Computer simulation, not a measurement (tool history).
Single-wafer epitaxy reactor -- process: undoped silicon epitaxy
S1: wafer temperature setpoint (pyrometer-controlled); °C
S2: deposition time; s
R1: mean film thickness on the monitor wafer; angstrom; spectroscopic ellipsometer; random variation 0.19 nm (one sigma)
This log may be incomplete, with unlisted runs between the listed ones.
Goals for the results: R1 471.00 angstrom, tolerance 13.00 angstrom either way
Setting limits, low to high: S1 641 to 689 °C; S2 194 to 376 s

run  hour   S1   S2      R1
  1   0.0  665  285  684.90
  2   7.3  670  285  759.59
  3  14.9  670  307  811.23
  4  23.4  670  290  776.83
  5  26.7  666  289  712.39
  6  34.1  662  288  658.20
  7  37.5  659  287  619.09
  8  44.7  647  284  487.81

4 next moves are on the table. One of them brings every result within its allowed miss. Which?
  A  51.9  645  282   ?
  B  51.9  647  290   ?
  C  51.9  649  288   ?
  D  51.9  646  299   ?

move      R1
   A  466.71
   B  498.79
   C  514.71
   D  504.47
A: every result within its allowed miss
B: its largest miss is bigger than the last run's
C: its largest miss is bigger than the last run's
D: its largest miss is bigger than the last run's
A is the move that brings every result within its allowed miss.

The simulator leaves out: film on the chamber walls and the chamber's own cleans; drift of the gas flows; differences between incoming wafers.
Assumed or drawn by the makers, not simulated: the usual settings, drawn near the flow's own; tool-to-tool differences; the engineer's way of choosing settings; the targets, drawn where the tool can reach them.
